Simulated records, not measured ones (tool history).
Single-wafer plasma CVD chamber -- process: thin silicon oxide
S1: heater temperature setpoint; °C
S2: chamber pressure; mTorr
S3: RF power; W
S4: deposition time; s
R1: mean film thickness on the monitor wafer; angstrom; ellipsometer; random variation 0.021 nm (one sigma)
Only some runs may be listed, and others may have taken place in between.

Run 1, hour 0.0: S1 420 °C, S2 857 mTorr, S3 345 W, S4 2.67 s. Result: R1 52.042 angstrom.
Run 2, hour 6.2: S1 420 °C, S2 857 mTorr, S3 345 W, S4 2.67 s. Result: R1 51.855 angstrom.
Run 3, hour 8.5: S1 420 °C, S2 813 mTorr, S3 345 W, S4 2.67 s. Result: R1 50.163 angstrom.
Run 4, hour 11.9: S1 420 °C, S2 813 mTorr, S3 310 W, S4 2.67 s. Result: R1 47.750 angstrom.
Run 5, hour 18.2: S1 428 °C, S2 813 mTorr, S3 310 W, S4 2.67 s. Result: R1 46.760 angstrom.
Run 6, hour 26.7: S1 428 °C, S2 782 mTorr, S3 310 W, S4 2.67 s. Result: R1 45.673 angstrom.
Run 7, hour 29.0: S1 428 °C, S2 752 mTorr, S3 310 W, S4 2.67 s. Result: R1 43.711 angstrom.
Run 8, hour 36.4: S1 428 °C, S2 732 mTorr, S3 310 W, S4 2.67 s. Result: R1 43.235 angstrom.
Run 9, hour 39.4: S1 428 °C, S2 711 mTorr, S3 310 W, S4 2.67 s. Result: R1 41.961 angstrom.
Run 10, hour 42.0: S1 428 °C, S2 695 mTorr, S3 310 W, S4 2.67 s. Result: R1 41.250 angstrom.
Run 11, hour 43.6: S1 428 °C, S2 681 mTorr, S3 310 W, S4 2.67 s. Result: R1 40.028 angstrom.
Run 12, hour 49.9: S1 428 °C, S2 672 mTorr, S3 310 W, S4 2.67 s. Result: R1 39.435 angstrom.
Run 13, hour 51.3: S1 428 °C, S2 665 mTorr, S3 310 W, S4 2.67 s. Result: R1 39.245 angstrom.
Run 14, hour 52.4: S1 428 °C, S2 658 mTorr, S3 310 W, S4 2.67 s. Result: R1 38.820 angstrom.
Run 15, hour 56.9: S1 428 °C, S2 653 mTorr, S3 310 W, S4 2.67 s. Result: R1 38.312 angstrom.
Run 16, hour 60.6: S1 428 °C, S2 649 mTorr, S3 310 W, S4 2.67 s. Result: R1 38.095 angstrom.

What does the tool deliver on the next run?
Run 17, hour 65.5: S1 428 °C, S2 646 mTorr, S3 310 W, S4 2.67 s. Result: R1 ?.

Run 17 came out at R1 37.890 angstrom.
